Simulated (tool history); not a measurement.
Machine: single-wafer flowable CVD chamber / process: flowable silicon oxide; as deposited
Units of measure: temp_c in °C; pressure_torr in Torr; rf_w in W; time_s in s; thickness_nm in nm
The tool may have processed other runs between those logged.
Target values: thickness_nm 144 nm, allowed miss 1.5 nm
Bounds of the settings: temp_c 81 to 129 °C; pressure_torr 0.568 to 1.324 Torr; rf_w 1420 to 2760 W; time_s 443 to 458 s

run	hour	temp_c	pressure_torr	rf_w	time_s	thickness_nm
1	0	105	0.946	2090	443	284.48
2	6.1	105	1.03	2090	443	309.72
3	11.5	105	1.03	1960	443	306.74
4	16.6	105	1.03	1795	443	299.27
5	25.6	100	1.03	1795	443	363.13
6	33.7	107	1.03	1795	443	277.97
7	41	107	1.03	1795	443	279.65
8	47.7	112	1.03	1795	443	231.29
9	54.3	116	1.03	1795	443	201.97
10	59.1	128	1.029	1795	443	139.59

Which single option among these 4 for the next run brings every result within its allowed miss of target? Just one does.
A	63.9	126	0.909	2335	449	?
B	63.9	124	0.929	1710	458	?
C	63.9	127	0.967	1760	454	?
D	63.9	126	0.976	1655	449	?

move	thickness_nm
A	138.44
B	144.45
C	137.15
D	138.83
A: misses by more than the last run did
B: each result inside its tolerance
C: misses by more than the last run did
D: misses by more than the last run did
B is the move that brings every result within its allowed miss.

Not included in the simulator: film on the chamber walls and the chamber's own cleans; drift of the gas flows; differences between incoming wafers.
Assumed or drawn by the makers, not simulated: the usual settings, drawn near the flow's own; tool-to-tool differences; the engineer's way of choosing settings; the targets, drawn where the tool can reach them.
